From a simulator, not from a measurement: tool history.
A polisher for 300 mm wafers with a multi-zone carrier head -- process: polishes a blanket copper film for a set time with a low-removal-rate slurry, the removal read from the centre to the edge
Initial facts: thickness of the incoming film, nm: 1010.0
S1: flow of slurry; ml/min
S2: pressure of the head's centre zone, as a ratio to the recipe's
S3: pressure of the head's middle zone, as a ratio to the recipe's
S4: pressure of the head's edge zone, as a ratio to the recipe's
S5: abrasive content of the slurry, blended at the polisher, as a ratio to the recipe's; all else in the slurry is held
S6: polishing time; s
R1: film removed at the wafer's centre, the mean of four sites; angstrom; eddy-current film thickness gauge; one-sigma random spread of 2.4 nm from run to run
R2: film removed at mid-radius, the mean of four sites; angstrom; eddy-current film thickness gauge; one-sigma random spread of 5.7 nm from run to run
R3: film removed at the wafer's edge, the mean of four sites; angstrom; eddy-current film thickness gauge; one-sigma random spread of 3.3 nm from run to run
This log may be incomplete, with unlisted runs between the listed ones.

run  hour   S1    S2    S3    S4    S5  S6      R1      R2      R3
  1   0.0  270  1.00  1.00  1.00  1.00  71  3325.3  3339.1  3279.1
  2   8.0  280  1.01  1.02  1.03  1.05  71  3389.5  3476.2  3314.9
  3  12.9  280  0.97  1.02  1.03  1.05  71  3252.0  3473.6  3356.4
  4  16.0  285  0.98  1.02  1.05  1.15  71  3350.7  3578.3  3385.4
  5  23.7  350  0.98  1.02  1.05  1.15  71  3445.7  3653.6  3476.3
  6  29.0  350  0.98  1.02  1.05  1.15  65  3171.9  3301.2  3172.1
  7  36.9  345  0.99  1.02  1.06  1.20  67  3292.3  3426.5  3254.3

Predict the results of run 8:
  8  41.1  345  0.99  1.02  1.07  1.25  69   ?   ?   ?

R1: 3416.3 angstrom
R2: 3595.3 angstrom
R3: 3420.6 angstrom
